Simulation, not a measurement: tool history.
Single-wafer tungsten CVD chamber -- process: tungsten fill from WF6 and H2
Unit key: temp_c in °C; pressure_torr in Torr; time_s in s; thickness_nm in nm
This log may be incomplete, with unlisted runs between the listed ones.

run	hour	temp_c	pressure_torr	time_s	thickness_nm
1	0	370	40.1	11	18.386
2	5.9	372	40.2	11	19.308
3	11.3	372	40.2	10.5	18.388
4	12	372	42.7	10.5	19.307
5	14.1	372	45.2	10.5	20.074
6	19.8	372	41.2	10.5	18.809
7	21.6	374	41.3	10.5	19.808

Expected results for the next run?
8	26.4	375	41.3	10.5	?

thickness_nm: 20.275 nm

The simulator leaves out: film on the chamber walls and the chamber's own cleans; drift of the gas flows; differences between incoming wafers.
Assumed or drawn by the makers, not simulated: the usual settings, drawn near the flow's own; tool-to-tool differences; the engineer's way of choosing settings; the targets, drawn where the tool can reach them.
